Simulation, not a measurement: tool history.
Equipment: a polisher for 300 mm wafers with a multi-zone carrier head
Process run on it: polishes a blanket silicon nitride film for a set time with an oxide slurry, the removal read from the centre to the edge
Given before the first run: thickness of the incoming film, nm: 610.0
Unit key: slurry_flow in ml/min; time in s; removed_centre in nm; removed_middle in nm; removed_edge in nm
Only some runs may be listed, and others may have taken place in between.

{"run": 1, "hour": 0.0, "slurry_flow": 120, "centre_zone": 1.0, "middle_zone": 1.0, "edge_zone": 1.0, "slurry_solids": 1.0, "time": 86, "removed_centre": 42.821, "removed_middle": 42.389, "removed_edge": 42.005}
{"run": 2, "hour": 1.2, "slurry_flow": 135, "centre_zone": 1.0, "middle_zone": 1.0, "edge_zone": 1.0, "slurry_solids": 1.0, "time": 86, "removed_centre": 44.594, "removed_middle": 43.892, "removed_edge": 42.131}
{"run": 3, "hour": 7.2, "slurry_flow": 130, "centre_zone": 0.99, "middle_zone": 1.0, "edge_zone": 0.98, "slurry_solids": 0.95, "time": 86, "removed_centre": 42.734, "removed_middle": 42.404, "removed_edge": 41.132}
{"run": 4, "hour": 15.0, "slurry_flow": 130, "centre_zone": 0.99, "middle_zone": 0.92, "edge_zone": 0.98, "slurry_solids": 0.95, "time": 86, "removed_centre": 42.457, "removed_middle": 39.242, "removed_edge": 40.658}
{"run": 5, "hour": 18.2, "slurry_flow": 130, "centre_zone": 0.99, "middle_zone": 0.92, "edge_zone": 0.98, "slurry_solids": 0.95, "time": 107, "removed_centre": 52.061, "removed_middle": 49.955, "removed_edge": 50.062}
{"run": 6, "hour": 20.2, "slurry_flow": 130, "centre_zone": 0.99, "middle_zone": 0.92, "edge_zone": 0.98, "slurry_solids": 1.1, "time": 107, "removed_centre": 56.02, "removed_middle": 52.137, "removed_edge": 53.377}
{"run": 7, "hour": 21.9, "slurry_flow": 130, "centre_zone": 0.98, "middle_zone": 0.92, "edge_zone": 0.96, "slurry_solids": 1.0, "time": 105, "removed_centre": 53.858, "removed_middle": 48.881, "removed_edge": 49.811}
{"run": 8, "hour": 30.3, "slurry_flow": 130, "centre_zone": 0.97, "middle_zone": 0.94, "edge_zone": 0.96, "slurry_solids": 0.9, "time": 103, "removed_centre": 48.758, "removed_middle": 47.401, "removed_edge": 46.872}
{"run": 9, "hour": 32.5, "slurry_flow": 130, "centre_zone": 0.95, "middle_zone": 0.95, "edge_zone": 0.95, "slurry_solids": 0.85, "time": 102, "removed_centre": 45.792, "removed_middle": 45.997, "removed_edge": 45.445}
{"run": 10, "hour": 36.7, "slurry_flow": 130, "centre_zone": 0.94, "middle_zone": 0.96, "edge_zone": 0.93, "slurry_solids": 0.8, "time": 101, "removed_centre": 43.664, "removed_middle": 44.991, "removed_edge": 43.478}
{"run": 11, "hour": 39.8, "slurry_flow": 125, "centre_zone": 0.93, "middle_zone": 0.96, "edge_zone": 0.91, "slurry_solids": 0.75, "time": 101, "removed_centre": 42.242, "removed_middle": 43.281, "removed_edge": 41.867}

Run 12 comes next. What will it give?
{"run": 12, "hour": 46.1, "slurry_flow": 120, "centre_zone": 0.92, "middle_zone": 0.97, "edge_zone": 0.89, "slurry_solids": 0.7, "time": 101, "removed_centre": "?", "removed_middle": "?", "removed_edge": "?"}

Run 12 yielded removed_centre 40.560 nm, removed_middle 42.395 nm, removed_edge 39.963 nm.

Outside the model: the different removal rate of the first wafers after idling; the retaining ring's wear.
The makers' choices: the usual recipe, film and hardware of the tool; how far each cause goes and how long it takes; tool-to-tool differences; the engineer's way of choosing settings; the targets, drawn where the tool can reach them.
